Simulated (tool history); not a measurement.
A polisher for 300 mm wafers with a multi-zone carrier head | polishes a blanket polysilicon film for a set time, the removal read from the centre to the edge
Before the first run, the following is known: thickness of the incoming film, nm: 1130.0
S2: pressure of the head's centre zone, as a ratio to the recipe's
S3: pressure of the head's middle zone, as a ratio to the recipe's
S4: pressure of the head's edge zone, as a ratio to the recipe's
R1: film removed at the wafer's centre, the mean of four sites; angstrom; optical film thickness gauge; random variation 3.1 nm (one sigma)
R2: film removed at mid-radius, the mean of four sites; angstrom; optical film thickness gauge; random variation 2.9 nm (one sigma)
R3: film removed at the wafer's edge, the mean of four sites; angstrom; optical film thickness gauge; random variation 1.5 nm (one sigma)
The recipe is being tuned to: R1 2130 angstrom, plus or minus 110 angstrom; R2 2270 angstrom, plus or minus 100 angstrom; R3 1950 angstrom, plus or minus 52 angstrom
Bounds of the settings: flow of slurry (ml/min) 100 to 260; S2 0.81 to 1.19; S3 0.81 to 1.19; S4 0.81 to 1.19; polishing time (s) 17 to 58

run 1 hour=0 | flow_of_slurry_(ml/min)=165 S2=1 S3=1 S4=1 polishing_time_(s)=37 | R1=2956.5 R2=2913.8 R3=2911.5
run 2 hour=8.4 | flow_of_slurry_(ml/min)=165 S2=1 S3=1.01 S4=0.98 polishing_time_(s)=35 | R1=2780.3 R2=2804.8 R3=2715.3
run 3 hour=16.8 | flow_of_slurry_(ml/min)=190 S2=1 S3=1.01 S4=0.98 polishing_time_(s)=35 | R1=2792.2 R2=2781.4 R3=2775.6
run 4 hour=21.3 | flow_of_slurry_(ml/min)=190 S2=1 S3=1.01 S4=1.06 polishing_time_(s)=35 | R1=2767.2 R2=2785.1 R3=2792.6
run 5 hour=30 | flow_of_slurry_(ml/min)=190 S2=1 S3=1.01 S4=1.11 polishing_time_(s)=35 | R1=2785.3 R2=2745.9 R3=2898
run 6 hour=32 | flow_of_slurry_(ml/min)=190 S2=1 S3=1.05 S4=1.11 polishing_time_(s)=35 | R1=2823.3 R2=2819.5 R3=2888.5
run 7 hour=39.3 | flow_of_slurry_(ml/min)=190 S2=1 S3=1.06 S4=1.08 polishing_time_(s)=33 | R1=2573.9 R2=2747.1 R3=2718.7
run 8 hour=43.3 | flow_of_slurry_(ml/min)=185 S2=1.01 S3=1.06 S4=1.05 polishing_time_(s)=32 | R1=2567.8 R2=2606.8 R3=2589.2
run 9 hour=45.6 | flow_of_slurry_(ml/min)=180 S2=1.01 S3=1.07 S4=1.02 polishing_time_(s)=31 | R1=2482.6 R2=2506.8 R3=2462.3
run 10 hour=51.4 | flow_of_slurry_(ml/min)=175 S2=1.01 S3=1.09 S4=0.99 polishing_time_(s)=30 | R1=2425.3 R2=2551.7 R3=2332.2
run 11 hour=56.1 | flow_of_slurry_(ml/min)=170 S2=1.01 S3=1.09 S4=0.98 polishing_time_(s)=29 | R1=2311 R2=2428.1 R3=2224.9
run 12 hour=60.2 | flow_of_slurry_(ml/min)=165 S2=1.01 S3=1.09 S4=0.97 polishing_time_(s)=29 | R1=2360.2 R2=2406.4 R3=2209.3
run 13 hour=62 | flow_of_slurry_(ml/min)=160 S2=1 S3=1.09 S4=0.96 polishing_time_(s)=29 | R1=2212.6 R2=2452.7 R3=2221.9
run 14 hour=64 | flow_of_slurry_(ml/min)=155 S2=1 S3=1.09 S4=0.95 polishing_time_(s)=29 | R1=2211.8 R2=2388.9 R3=2188.6
run 15 hour=69.9 | flow_of_slurry_(ml/min)=150 S2=1 S3=1.09 S4=0.94 polishing_time_(s)=29 | R1=2285.6 R2=2353.3 R3=2146.9
run 16 hour=78.3 | flow_of_slurry_(ml/min)=145 S2=1 S3=1.1 S4=0.93 polishing_time_(s)=29 | R1=2215.3 R2=2385.4 R3=2167.8
run 17 hour=84.9 | flow_of_slurry_(ml/min)=145 S2=1 S3=1.1 S4=0.92 polishing_time_(s)=29 | R1=2187.2 R2=2375.4 R3=2124.9
run 18 hour=93.7 | flow_of_slurry_(ml/min)=140 S2=1 S3=1.1 S4=0.91 polishing_time_(s)=29 | R1=2144.2 R2=2368.4 R3=2148.9

Which single option among these 5 for the next run brings every result within its allowed miss of target? Just one does.
run A hour=102.5 | flow_of_slurry_(ml/min)=100 S2=0.95 S3=1.03 S4=0.95 polishing_time_(s)=31 | R1=? R2=? R3=?
run B hour=102.5 | flow_of_slurry_(ml/min)=155 S2=0.94 S3=1.19 S4=0.82 polishing_time_(s)=27 | R1=? R2=? R3=?
run C hour=102.5 | flow_of_slurry_(ml/min)=135 S2=1.01 S3=1.04 S4=0.99 polishing_time_(s)=30 | R1=? R2=? R3=?
run D hour=102.5 | flow_of_slurry_(ml/min)=170 S2=1 S3=1.1 S4=0.86 polishing_time_(s)=27 | R1=? R2=? R3=?
run E hour=102.5 | flow_of_slurry_(ml/min)=100 S2=1.04 S3=1.09 S4=0.93 polishing_time_(s)=30 | R1=? R2=? R3=?

move=A R1=2100.3 R2=2265.1 R3=2231
move=B R1=1981.3 R2=2412.5 R3=1914.9
move=C R1=2277.2 R2=2334.2 R3=2287.9
move=D R1=2117.3 R2=2285.1 R3=1977.9
move=E R1=2193.4 R2=2299.4 R3=2135.9
A: the biggest miss grows against the last run
B: corrects the largest miss of the last run, while another result sits out of spec
C: the biggest miss grows against the last run
D: all results land within tolerance of their targets
E: nearer the targets than the last run, but a result is still out of spec
Move D is the one to make.
